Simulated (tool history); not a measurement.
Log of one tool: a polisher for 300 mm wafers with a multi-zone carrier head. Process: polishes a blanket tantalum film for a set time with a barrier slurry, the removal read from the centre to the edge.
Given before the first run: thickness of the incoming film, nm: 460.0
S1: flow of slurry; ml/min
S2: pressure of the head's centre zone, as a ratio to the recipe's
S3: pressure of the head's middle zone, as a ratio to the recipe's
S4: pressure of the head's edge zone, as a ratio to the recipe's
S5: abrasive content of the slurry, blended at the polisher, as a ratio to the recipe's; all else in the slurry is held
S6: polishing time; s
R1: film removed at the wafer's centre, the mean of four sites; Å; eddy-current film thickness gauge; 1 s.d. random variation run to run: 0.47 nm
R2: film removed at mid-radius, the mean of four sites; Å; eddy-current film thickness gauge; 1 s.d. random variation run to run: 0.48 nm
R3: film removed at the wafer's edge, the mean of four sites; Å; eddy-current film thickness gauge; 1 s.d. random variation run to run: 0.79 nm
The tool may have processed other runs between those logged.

Run 1, hour 0.0: S1 195 ml/min, S2 1.00, S3 1.00, S4 1.00, S5 1.00, S6 44 s. Result: R1 845.82 Å, R2 864.20 Å, R3 853.31 Å.
Run 2, hour 7.0: S1 195 ml/min, S2 1.00, S3 1.00, S4 1.06, S5 1.00, S6 44 s. Result: R1 839.95 Å, R2 853.25 Å, R3 847.00 Å.
Run 3, hour 8.3: S1 195 ml/min, S2 1.00, S3 1.00, S4 1.14, S5 1.00, S6 44 s. Result: R1 849.05 Å, R2 864.23 Å, R3 898.70 Å.
Run 4, hour 11.6: S1 195 ml/min, S2 1.00, S3 1.00, S4 1.09, S5 1.00, S6 44 s. Result: R1 843.18 Å, R2 851.14 Å, R3 912.90 Å.
Run 5, hour 12.4: S1 180 ml/min, S2 1.00, S3 1.00, S4 1.09, S5 1.00, S6 44 s. Result: R1 840.51 Å, R2 835.54 Å, R3 887.89 Å.
Run 6, hour 17.4: S1 190 ml/min, S2 0.99, S3 0.97, S4 1.05, S5 0.90, S6 43 s. Result: R1 789.59 Å, R2 787.93 Å, R3 830.17 Å.
Run 7, hour 24.4: S1 195 ml/min, S2 0.99, S3 0.96, S4 1.02, S5 0.85, S6 42 s. Result: R1 757.50 Å, R2 755.11 Å, R3 770.21 Å.
Run 8, hour 26.7: S1 195 ml/min, S2 0.98, S3 0.94, S4 0.99, S5 0.80, S6 42 s. Result: R1 753.58 Å, R2 739.85 Å, R3 764.79 Å.
Run 9, hour 30.0: S1 195 ml/min, S2 0.97, S3 0.93, S4 0.97, S5 0.75, S6 42 s. Result: R1 720.10 Å, R2 715.84 Å, R3 738.24 Å.
Run 10, hour 33.3: S1 190 ml/min, S2 0.97, S3 0.92, S4 0.95, S5 0.70, S6 42 s. Result: R1 691.86 Å, R2 690.78 Å, R3 699.67 Å.
Run 11, hour 38.0: S1 180 ml/min, S2 0.97, S3 0.92, S4 0.94, S5 0.70, S6 42 s. Result: R1 696.06 Å, R2 684.93 Å, R3 704.29 Å.
Run 12, hour 43.9: S1 180 ml/min, S2 0.97, S3 0.92, S4 0.94, S5 0.70, S6 42 s. Result: R1 692.72 Å, R2 685.07 Å, R3 702.77 Å.

Run 13 has not been measured yet. What should we expect?
Run 13, hour 46.8: S1 170 ml/min, S2 0.97, S3 0.92, S4 0.92, S5 0.70, S6 42 s. Result: R1 ?, R2 ?, R3 ?.

R1: 678.42 Å
R2: 681.92 Å
R3: 676.07 Å

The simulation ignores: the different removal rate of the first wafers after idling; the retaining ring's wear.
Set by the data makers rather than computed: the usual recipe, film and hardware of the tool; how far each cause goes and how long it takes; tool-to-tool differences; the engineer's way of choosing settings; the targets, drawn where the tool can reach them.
